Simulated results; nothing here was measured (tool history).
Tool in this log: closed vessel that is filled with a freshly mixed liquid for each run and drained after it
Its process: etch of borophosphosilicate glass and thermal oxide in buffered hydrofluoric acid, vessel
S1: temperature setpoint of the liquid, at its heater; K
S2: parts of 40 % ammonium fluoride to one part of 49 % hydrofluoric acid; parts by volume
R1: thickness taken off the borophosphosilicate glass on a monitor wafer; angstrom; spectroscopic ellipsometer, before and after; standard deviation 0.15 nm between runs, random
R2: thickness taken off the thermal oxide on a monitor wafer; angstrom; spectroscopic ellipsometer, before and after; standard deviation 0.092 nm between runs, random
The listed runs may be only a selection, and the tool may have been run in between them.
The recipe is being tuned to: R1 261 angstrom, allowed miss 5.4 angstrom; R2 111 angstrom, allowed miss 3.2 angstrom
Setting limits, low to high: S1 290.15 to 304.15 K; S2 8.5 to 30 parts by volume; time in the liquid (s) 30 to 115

{"run": 1, "day": 0.0, "S1": 296.15, "S2": 23, "time in the liquid (s)": 60, "R1": 672.09, "R2": 292.26}
{"run": 2, "day": 0.054, "S1": 294.15, "S2": 25.5, "time in the liquid (s)": 50, "R1": 467.71, "R2": 198.75}
{"run": 3, "day": 0.192, "S1": 297.15, "S2": 25.5, "time in the liquid (s)": 50, "R1": 554.16, "R2": 237.22}
{"run": 4, "day": 0.283, "S1": 294.65, "S2": 27, "time in the liquid (s)": 45, "R1": 415.81, "R2": 176.76}
{"run": 5, "day": 0.629, "S1": 293.15, "S2": 28, "time in the liquid (s)": 45, "R1": 373.6, "R2": 158.44}
{"run": 6, "day": 0.896, "S1": 293.15, "S2": 24.5, "time in the liquid (s)": 45, "R1": 411.43, "R2": 172.93}
{"run": 7, "day": 1.221, "S1": 292.15, "S2": 26.5, "time in the liquid (s)": 45, "R1": 365.79, "R2": 157.74}
{"run": 8, "day": 1.467, "S1": 290.65, "S2": 30, "time in the liquid (s)": 30, "R1": 205.15, "R2": 86.566}
{"run": 9, "day": 1.654, "S1": 291.65, "S2": 30, "time in the liquid (s)": 30, "R1": 216.07, "R2": 92.551}
{"run": 10, "day": 1.888, "S1": 292.65, "S2": 30, "time in the liquid (s)": 30, "R1": 229.69, "R2": 97.131}
{"run": 11, "day": 2.071, "S1": 295.15, "S2": 29.5, "time in the liquid (s)": 30, "R1": 267.22, "R2": 115.8}

4 next moves are on the table. One of them brings every result within its allowed miss. Which?
{"run": "A", "day": 2.254, "S1": 295.65, "S2": 30, "time in the liquid (s)": 30, "R1": "?", "R2": "?"}
{"run": "B", "day": 2.254, "S1": 292.15, "S2": 24, "time in the liquid (s)": 30, "R1": "?", "R2": "?"}
{"run": "C", "day": 2.254, "S1": 295.15, "S2": 28, "time in the liquid (s)": 30, "R1": "?", "R2": "?"}
{"run": "D", "day": 2.254, "S1": 294.65, "S2": 27, "time in the liquid (s)": 30, "R1": "?", "R2": "?"}

move=A R1=271.21 R2=117.91
move=B R1=260.72 R2=113.05
move=C R1=276.75 R2=120.27
move=D R1=276.09 R2=119.94
A: lands further from the targets than the last run did
B: all results in spec
C: lands further from the targets than the last run did
D: lands further from the targets than the last run did
B is the move that brings every result within its allowed miss.
